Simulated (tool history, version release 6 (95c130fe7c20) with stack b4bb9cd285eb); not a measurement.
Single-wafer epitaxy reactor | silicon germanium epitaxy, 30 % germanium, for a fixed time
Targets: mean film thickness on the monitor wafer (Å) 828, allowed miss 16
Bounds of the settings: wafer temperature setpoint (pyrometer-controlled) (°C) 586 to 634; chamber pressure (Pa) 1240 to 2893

run    day  wafer temperature setpoint (pyrometer-controlled) (°C)  chamber pressure (Pa)  mean film thickness on the monitor wafer (Å)
  1      0                                                     610                   2066                                        680.95
  2  0.221                                                     610                   1840                                        647.85
  3  0.354                                                     614                   1853                                        694.87
  4    0.5                                                     617                   1853                                        726.83
  5  0.775                                                     623                   1853                                        799.52
     1.117  -- capacitance manometer re-zeroed and calibrated
  6  1.117                                                     624                   1853                                        781.75
  7  1.433                                                     624                   1853                                        784.23
  8  1.479                                                     625                   1853                                         797.5
  9  1.621                                                     625                   1853                                        792.77

Which of these 4 next moves meets every target?
  A  1.762                                                     624                   1800                                             ?
  B  1.762                                                     628                   1827                                             ?
  C  1.762                                                     622                   1773                                             ?
  D  1.762                                                     627                   1693                                             ?

move  mean film thickness on the monitor wafer (Å)
   A                                        774.22
   B                                        828.26
   C                                        745.86
   D                                        788.48
A: further off than the last run
B: meets every target
C: further off than the last run
D: further off than the last run
Answer: B
